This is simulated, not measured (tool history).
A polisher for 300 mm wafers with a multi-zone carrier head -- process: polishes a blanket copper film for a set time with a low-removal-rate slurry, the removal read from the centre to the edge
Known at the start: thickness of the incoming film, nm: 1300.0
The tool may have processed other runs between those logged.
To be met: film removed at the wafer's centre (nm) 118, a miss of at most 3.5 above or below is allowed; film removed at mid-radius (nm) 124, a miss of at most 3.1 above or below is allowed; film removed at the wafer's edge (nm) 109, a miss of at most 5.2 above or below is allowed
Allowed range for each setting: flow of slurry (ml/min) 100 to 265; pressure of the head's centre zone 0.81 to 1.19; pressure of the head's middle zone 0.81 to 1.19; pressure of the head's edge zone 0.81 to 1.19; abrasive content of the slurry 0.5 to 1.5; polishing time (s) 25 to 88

run  hour  flow of slurry (ml/min)  pressure of the head's centre zone  pressure of the head's middle zone  pressure of the head's edge zone  abrasive content of the slurry  polishing time (s)  film removed at the wafer's centre (nm)  film removed at mid-radius (nm)  film removed at the wafer's edge (nm)
  1     0                      170                                   1                                   1                                 1                               1                  56                                   99.858                           100.17                                 94.802
  2     1                      185                                1.01                                1.03                              1.02                            1.05                  56                                   104.12                           106.41                                 99.539
  3   1.5                      185                                0.95                                1.03                              1.02                            1.05                  56                                   97.814                           107.88                                 98.907
  4   9.2                      200                                0.97                                1.04                              1.02                            1.05                  56                                   100.12                           110.14                                 99.805
  5  11.4                      210                                0.99                                1.05                              1.03                            1.05                  56                                   104.93                            111.8                                 99.541
  6  12.4                      215                                   1                                1.06                              1.05                             1.1                  56                                   107.41                           114.48                                 104.19
     13.6  -- edge zone pressure recalibrated
  7  13.6                      220                                1.01                                1.07                              1.05                             1.1                  56                                   109.47                           115.61                                 107.02
  8    17                      225                                1.02                                1.08                              1.04                             1.1                  56                                   112.95                           117.51                                 103.47
  9  19.6                      230                                1.02                                1.08                              1.05                             1.1                  56                                   110.04                           116.32                                 106.59
 10  21.3                      235                                1.03                                1.09                              1.05                             1.1                  56                                   113.48                           116.56                                  106.7
 11  25.2                      235                                1.03                                1.09                              1.05                             1.1                  56                                   113.69                           117.45                                 106.88
 12  26.1                      235                                1.03                                1.09                              1.05                             1.1                  56                                   111.85                           117.36                                 106.51
 13  27.5                      240                                1.04                                 1.1                              1.05                             1.1                  56                                    114.3                           120.05                                 107.47
 14  28.8                      245                                1.04                                 1.1                              1.05                             1.1                  56                                   113.73                           121.51                                 108.05

Next run, 5 choices. One meets every target within its allowed miss, the rest don't. Which?
  A  30.1                      220                                1.15                                1.06                              1.11                             1.1                  56                                        ?                                ?                                      ?
  B  30.1                      220                                1.06                                1.12                              1.06                             1.2                  56                                        ?                                ?                                      ?
  C  30.1                      265                                0.94                                1.16                                 1                            0.95                  60                                        ?                                ?                                      ?
  D  30.1                      265                                0.95                                1.07                              0.97                             1.2                  57                                        ?                                ?                                      ?
  E  30.1                      215                                0.97                                1.11                              1.01                            1.15                  58                                        ?                                ?                                      ?

move  film removed at the wafer's centre (nm)  film removed at mid-radius (nm)  film removed at the wafer's edge (nm)
   A                                   124.57                           113.86                                 107.94
   B                                   117.55                           122.28                                 107.91
   C                                   107.43                           129.72                                  107.2
   D                                   109.91                           122.59                                 107.13
   E                                   109.65                            123.9                                 107.64
A: takes the biggest miss from the last run beyond its target
B: all results land within tolerance of their targets
C: moves away from the targets compared with the last run
D: moves away from the targets compared with the last run
E: moves away from the targets compared with the last run
The move that meets every target is B.
